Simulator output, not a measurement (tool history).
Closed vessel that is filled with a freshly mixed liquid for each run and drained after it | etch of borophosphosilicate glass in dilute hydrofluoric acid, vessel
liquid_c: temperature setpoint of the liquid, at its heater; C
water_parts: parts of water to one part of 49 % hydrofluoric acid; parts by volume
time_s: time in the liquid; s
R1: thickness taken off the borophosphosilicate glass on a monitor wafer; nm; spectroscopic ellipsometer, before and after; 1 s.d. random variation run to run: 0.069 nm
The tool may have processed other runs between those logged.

Run 1, hour 0.0: liquid_c 22.0 C, water_parts 160 parts by volume, time_s 30 s. Result: R1 4.5926 nm.
Run 2, hour 4.2: liquid_c 20.5 C, water_parts 160 parts by volume, time_s 30 s. Result: R1 4.3721 nm.
Run 3, hour 13.1: liquid_c 20.5 C, water_parts 160 parts by volume, time_s 30 s. Result: R1 4.3414 nm.
Run 4, hour 19.8: liquid_c 22.0 C, water_parts 160 parts by volume, time_s 30 s. Result: R1 4.6039 nm.
Run 5, hour 28.2: liquid_c 25.0 C, water_parts 160 parts by volume, time_s 30 s. Result: R1 5.1652 nm.
Run 6, hour 31.8: liquid_c 25.0 C, water_parts 160 parts by volume, time_s 30 s. Result: R1 5.1817 nm.
Run 7, hour 37.1: liquid_c 26.0 C, water_parts 135 parts by volume, time_s 30 s. Result: R1 6.5367 nm.
Run 8, hour 43.1: liquid_c 27.0 C, water_parts 120 parts by volume, time_s 30 s. Result: R1 7.7715 nm.
Run 9, hour 51.1: liquid_c 27.5 C, water_parts 110 parts by volume, time_s 30 s. Result: R1 8.7680 nm.
Run 10, hour 55.1: liquid_c 28.0 C, water_parts 100 parts by volume, time_s 30 s. Result: R1 10.0620 nm.
Run 11, hour 56.7: liquid_c 28.5 C, water_parts 95 parts by volume, time_s 30 s. Result: R1 10.9490 nm.
Run 12, hour 61.8: liquid_c 29.0 C, water_parts 90 parts by volume, time_s 30 s. Result: R1 11.7630 nm.
Run 13, hour 64.9: liquid_c 29.0 C, water_parts 90 parts by volume, time_s 30 s. Result: R1 11.7900 nm.
Run 14, hour 73.8: liquid_c 30.0 C, water_parts 65 parts by volume, time_s 30 s. Result: R1 17.6740 nm.
Run 15, hour 76.6: liquid_c 29.0 C, water_parts 65 parts by volume, time_s 30 s. Result: R1 16.8080 nm.

The next listed run, before its measurement:
Run 16, hour 83.7: liquid_c 28.0 C, water_parts 65 parts by volume, time_s 30 s. Result: R1 ?.

Run 16 came out at R1 16.0910 nm.
